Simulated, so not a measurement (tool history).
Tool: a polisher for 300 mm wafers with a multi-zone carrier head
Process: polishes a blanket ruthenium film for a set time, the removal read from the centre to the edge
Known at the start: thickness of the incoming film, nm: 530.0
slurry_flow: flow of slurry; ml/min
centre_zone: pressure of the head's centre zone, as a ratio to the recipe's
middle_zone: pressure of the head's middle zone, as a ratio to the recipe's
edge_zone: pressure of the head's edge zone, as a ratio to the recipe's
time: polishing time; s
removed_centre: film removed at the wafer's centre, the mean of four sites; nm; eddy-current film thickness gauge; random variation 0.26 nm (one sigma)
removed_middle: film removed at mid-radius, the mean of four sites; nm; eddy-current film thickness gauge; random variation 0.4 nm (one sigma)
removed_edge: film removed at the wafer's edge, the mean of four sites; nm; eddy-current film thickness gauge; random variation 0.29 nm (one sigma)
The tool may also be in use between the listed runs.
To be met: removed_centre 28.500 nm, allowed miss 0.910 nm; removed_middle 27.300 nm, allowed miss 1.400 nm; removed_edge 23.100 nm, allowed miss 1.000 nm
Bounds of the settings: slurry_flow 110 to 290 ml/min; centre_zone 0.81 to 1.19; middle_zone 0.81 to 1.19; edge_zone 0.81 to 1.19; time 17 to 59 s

run,hour,slurry_flow,centre_zone,middle_zone,edge_zone,time,removed_centre,removed_middle,removed_edge
1,0.0,185,1.00,1.00,1.00,38,40.093,39.985,39.818
2,6.4,185,1.00,0.96,1.00,38,39.980,39.459,39.939
3,7.1,185,1.07,0.96,1.00,38,43.803,39.519,40.028
4,8.4,185,1.07,0.96,1.00,31,35.142,32.438,32.913
5,10.3,155,1.07,0.96,1.00,31,34.029,30.515,31.710
6,15.0,150,1.08,1.00,0.96,29,31.812,30.030,29.666
7,18.3,150,1.11,1.02,0.92,27,30.293,27.866,26.669
8,27.0,140,1.13,1.12,0.82,26,29.123,28.384,23.891
9,31.2,135,1.13,1.12,0.82,26,29.277,28.558,23.353

5 next moves are on the table. One of them brings every result within its allowed miss. Which?
A,35.4,125,1.17,1.11,0.82,27,?,?,?
B,35.4,155,1.02,1.11,0.86,26,?,?,?
C,35.4,145,1.04,1.19,0.81,27,?,?,?
D,35.4,160,1.15,1.11,0.86,24,?,?,?
E,35.4,130,1.07,1.10,0.93,27,?,?,?

move,removed_centre,removed_middle,removed_edge
A,30.074,28.849,24.351
B,26.761,29.286,24.827
C,27.887,31.820,24.851
D,28.083,27.194,23.027
E,27.818,28.941,25.899
A: further off than the last run
B: further off than the last run
C: further off than the last run
D: meets every target
E: further off than the last run
Move D is the one to make.

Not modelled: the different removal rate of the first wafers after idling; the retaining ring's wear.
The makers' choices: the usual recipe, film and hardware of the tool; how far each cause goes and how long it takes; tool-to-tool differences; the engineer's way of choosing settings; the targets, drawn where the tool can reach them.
